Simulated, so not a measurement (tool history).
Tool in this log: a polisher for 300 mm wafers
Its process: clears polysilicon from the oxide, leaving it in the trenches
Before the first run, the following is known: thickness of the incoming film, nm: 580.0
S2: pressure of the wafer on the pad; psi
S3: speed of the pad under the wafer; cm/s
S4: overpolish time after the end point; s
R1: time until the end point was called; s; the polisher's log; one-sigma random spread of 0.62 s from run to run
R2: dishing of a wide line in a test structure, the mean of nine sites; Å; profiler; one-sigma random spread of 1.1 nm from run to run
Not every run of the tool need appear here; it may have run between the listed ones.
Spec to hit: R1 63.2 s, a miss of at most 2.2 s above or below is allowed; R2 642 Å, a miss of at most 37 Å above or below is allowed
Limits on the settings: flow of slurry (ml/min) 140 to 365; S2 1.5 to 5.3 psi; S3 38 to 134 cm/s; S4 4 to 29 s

Run 1, hour 0: flow of slurry (ml/min) 235, S2 3.4 psi, S3 86 cm/s, S4 15 s. Result: R1 31.449 s, R2 664.98 Å.
Run 2, hour 7.1: flow of slurry (ml/min) 235, S2 3 psi, S3 84 cm/s, S4 16 s. Result: R1 36.002 s, R2 661.6 Å.
Run 3, hour 9.2: flow of slurry (ml/min) 235, S2 2.7 psi, S3 82 cm/s, S4 17 s. Result: R1 40.254 s, R2 637.43 Å.
Run 4, hour 16.3: flow of slurry (ml/min) 235, S2 2.7 psi, S3 82 cm/s, S4 20 s. Result: R1 40.79 s, R2 665.69 Å.
Run 5, hour 20.3: flow of slurry (ml/min) 235, S2 2.4 psi, S3 80 cm/s, S4 21 s. Result: R1 46.574 s, R2 668.32 Å.
Run 6, hour 27.9: flow of slurry (ml/min) 270, S2 2.4 psi, S3 80 cm/s, S4 21 s. Result: R1 45.331 s, R2 660 Å.
Run 7, hour 36.6: flow of slurry (ml/min) 245, S2 1.5 psi, S3 74 cm/s, S4 20 s. Result: R1 74.421 s, R2 591.76 Å.
Run 8, hour 44.4: flow of slurry (ml/min) 250, S2 1.6 psi, S3 74 cm/s, S4 21 s. Result: R1 71.143 s, R2 630.45 Å.
Run 9, hour 47.9: flow of slurry (ml/min) 255, S2 1.7 psi, S3 74 cm/s, S4 21 s. Result: R1 66.31 s, R2 629.63 Å.
Run 10, hour 50.7: flow of slurry (ml/min) 260, S2 1.7 psi, S3 74 cm/s, S4 21 s. Result: R1 65.893 s, R2 605.57 Å.
Run 11, hour 56.3: flow of slurry (ml/min) 260, S2 1.7 psi, S3 74 cm/s, S4 22 s. Result: R1 67.821 s, R2 634.22 Å.

Exercise: of the 5 proposed moves below, exactly one satisfies all targets within the stated allowed misses. Which move is it?
Run A, hour 61.9: flow of slurry (ml/min) 300, S2 1.6 psi, S3 66 cm/s, S4 20 s. Result: R1 ?, R2 ?.
Run B, hour 61.9: flow of slurry (ml/min) 275, S2 1.7 psi, S3 72 cm/s, S4 23 s. Result: R1 ?, R2 ?.
Run C, hour 61.9: flow of slurry (ml/min) 270, S2 2.4 psi, S3 62 cm/s, S4 24 s. Result: R1 ?, R2 ?.
Run D, hour 61.9: flow of slurry (ml/min) 225, S2 2 psi, S3 76 cm/s, S4 21 s. Result: R1 ?, R2 ?.
Run E, hour 61.9: flow of slurry (ml/min) 260, S2 1.7 psi, S3 78 cm/s, S4 26 s. Result: R1 ?, R2 ?.

move      R1      R2
   A  77.802  592.51
   B  68.478  633.54
   C  58.245  654.92
   D  57.427  643.47
   E  63.757  654.04
A: its largest miss is bigger than the last run's
B: its largest miss is bigger than the last run's
C: moves the result that the last run missed by most past its target, out the other side
D: moves the result that the last run missed by most past its target, out the other side
E: each result inside its tolerance
The move that meets every target is E.
